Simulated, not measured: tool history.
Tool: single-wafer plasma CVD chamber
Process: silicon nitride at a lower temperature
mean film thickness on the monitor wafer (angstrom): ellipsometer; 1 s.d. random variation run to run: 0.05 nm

| run | day | heater temperature setpoint (deg C) | chamber pressure (Pa) | RF power (W) | deposition time (s) | mean film thickness on the monitor wafer (angstrom) |
|---|---|---|---|---|---|---|
| 1 | 0 | 365 | 191 | 290 | 14.4 | 158.13 |
| 2 | 0.2 | 365 | 173 | 270 | 14.3 | 143.72 |
| 3 | 0.404 | 365 | 159 | 260 | 14.3 | 136.32 |
| 4 | 0.492 | 365 | 140 | 260 | 14.3 | 133.29 |
| 5 | 0.642 | 365 | 135 | 255 | 14.3 | 130.69 |
| 6 | 0.996 | 365 | 157 | 255 | 14.3 | 131.74 |

What will run 7 give?
| 7 | 1.025 | 365 | 152 | 250 | 14.3 | ? |

mean film thickness on the monitor wafer (angstrom): 129.66

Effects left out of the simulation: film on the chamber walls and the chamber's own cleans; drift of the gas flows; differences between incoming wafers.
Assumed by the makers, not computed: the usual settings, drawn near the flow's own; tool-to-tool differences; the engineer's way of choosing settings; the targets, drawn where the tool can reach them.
